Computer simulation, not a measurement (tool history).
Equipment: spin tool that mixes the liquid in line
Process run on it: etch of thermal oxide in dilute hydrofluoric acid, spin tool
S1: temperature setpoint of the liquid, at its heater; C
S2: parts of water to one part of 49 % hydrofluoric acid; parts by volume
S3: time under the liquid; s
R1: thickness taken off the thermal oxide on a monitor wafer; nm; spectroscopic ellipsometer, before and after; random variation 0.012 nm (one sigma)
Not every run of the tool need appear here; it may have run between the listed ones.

run	hour	S1	S2	S3	R1
1	0.0	21.0	260	85	1.34210
2	6.4	21.0	260	85	1.32690
3	13.0	17.5	260	85	1.16630
4	14.5	17.5	270	85	1.12660
5	15.8	17.5	280	85	1.05910
6	18.0	17.0	280	85	1.05450
7	25.4	17.0	290	85	0.97351
8	29.9	17.0	295	85	0.95306

What will run 9 give?
9	36.5	17.0	295	85	?

R1: 0.96428 nm
